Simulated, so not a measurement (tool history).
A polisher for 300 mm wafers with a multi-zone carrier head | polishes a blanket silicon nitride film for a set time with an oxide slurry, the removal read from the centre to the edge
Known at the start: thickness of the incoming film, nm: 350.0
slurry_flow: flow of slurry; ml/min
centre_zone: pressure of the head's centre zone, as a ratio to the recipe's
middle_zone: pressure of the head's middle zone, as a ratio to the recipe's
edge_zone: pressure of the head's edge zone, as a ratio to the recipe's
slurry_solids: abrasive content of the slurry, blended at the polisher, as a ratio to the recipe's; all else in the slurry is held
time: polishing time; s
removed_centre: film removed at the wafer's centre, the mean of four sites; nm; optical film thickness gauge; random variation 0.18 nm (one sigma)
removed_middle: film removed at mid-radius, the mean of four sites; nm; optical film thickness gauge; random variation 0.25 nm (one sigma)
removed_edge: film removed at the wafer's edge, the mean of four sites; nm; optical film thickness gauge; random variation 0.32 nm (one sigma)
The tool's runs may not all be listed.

run	hour	slurry_flow	centre_zone	middle_zone	edge_zone	slurry_solids	time	removed_centre	removed_middle	removed_edge
1	0	135	1	1	1	1	44	19.428	18.963	18.672
2	1.1	140	0.99	1.01	1.06	1.15	46	21.914	21.396	21.635
3	2.3	145	0.97	1.03	1.1	1.25	47	22.816	23.524	23.155
4	10.9	145	0.97	1.03	1.1	1.45	47	24.258	24.57	24.533
5	12	155	0.95	1.02	1.13	1.45	48	24.646	25.616	25.685
6	15.2	160	0.94	1.01	1.15	1.45	49	24.664	26.042	26.875
7	19.7	170	0.95	1.01	1.16	1.45	49	25.236	26.622	26.613

Forecast run 8:
8	27.4	165	0.95	1.01	1.17	1.45	50	?	?	?

Run 8 gave removed_centre 25.721 nm, removed_middle 26.62 nm, removed_edge 26.991 nm.
